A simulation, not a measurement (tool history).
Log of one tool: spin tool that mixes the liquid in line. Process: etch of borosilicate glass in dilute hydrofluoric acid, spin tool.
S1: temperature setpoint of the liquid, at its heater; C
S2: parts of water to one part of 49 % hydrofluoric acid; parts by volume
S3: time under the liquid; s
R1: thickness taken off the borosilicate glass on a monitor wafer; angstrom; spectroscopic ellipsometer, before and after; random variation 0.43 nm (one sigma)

| run | hour | S1 | S2 | S3 | R1 |
|---|---|---|---|---|---|
| 1 | 0.0 | 22.0 | 50 | 45 | 303.60 |
| 2 | 0.9 | 22.0 | 50 | 45 | 303.01 |
| 3 | 2.6 | 22.0 | 50 | 50 | 340.03 |
| 4 | 8.9 | 20.0 | 50 | 50 | 311.79 |
| 5 | 14.4 | 18.0 | 50 | 50 | 287.21 |
| 6 | 23.2 | 19.0 | 50 | 50 | 293.99 |
| 7 | 25.5 | 23.0 | 45 | 50 | 388.84 |

The next listed run, before its measurement:
| 8 | 26.8 | 23.5 | 45 | 50 | ? |

{"run 8": {"R1": 398.01}}
